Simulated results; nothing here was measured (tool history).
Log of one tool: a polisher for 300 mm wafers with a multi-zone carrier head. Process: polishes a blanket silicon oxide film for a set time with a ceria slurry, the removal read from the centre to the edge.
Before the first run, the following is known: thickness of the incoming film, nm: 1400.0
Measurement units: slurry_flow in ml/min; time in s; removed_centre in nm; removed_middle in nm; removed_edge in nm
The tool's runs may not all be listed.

| run | hour | slurry_flow | centre_zone | middle_zone | edge_zone | time | removed_centre | removed_middle | removed_edge |
|---|---|---|---|---|---|---|---|---|---|
| 1 | 0.0 | 310 | 1.00 | 1.00 | 1.00 | 39 | 225.95 | 246.96 | 248.50 |
| 2 | 7.5 | 310 | 1.00 | 1.00 | 0.92 | 39 | 225.08 | 252.39 | 238.59 |
| 3 | 15.3 | 310 | 1.00 | 1.00 | 0.92 | 34 | 197.57 | 217.94 | 208.08 |
| 4 | 23.0 | 335 | 1.05 | 0.99 | 0.95 | 37 | 226.08 | 233.12 | 233.40 |
| 5 | 24.9 | 350 | 1.09 | 0.98 | 0.94 | 40 | 254.93 | 250.22 | 248.60 |
| 6 | 30.1 | 350 | 1.09 | 0.98 | 0.94 | 49 | 311.60 | 311.76 | 305.21 |
| 7 | 39.0 | 360 | 1.11 | 0.97 | 0.94 | 49 | 316.22 | 301.99 | 303.90 |

What will run 8 give?
|  | 47.2 | centre zone pressure recalibrated |
| 8 | 47.2 | 365 | 1.13 | 0.97 | 0.95 | 49 | ? | ? | ? |

Run 8 gave removed_centre 361.78 nm, removed_middle 309.66 nm, removed_edge 310.92 nm.
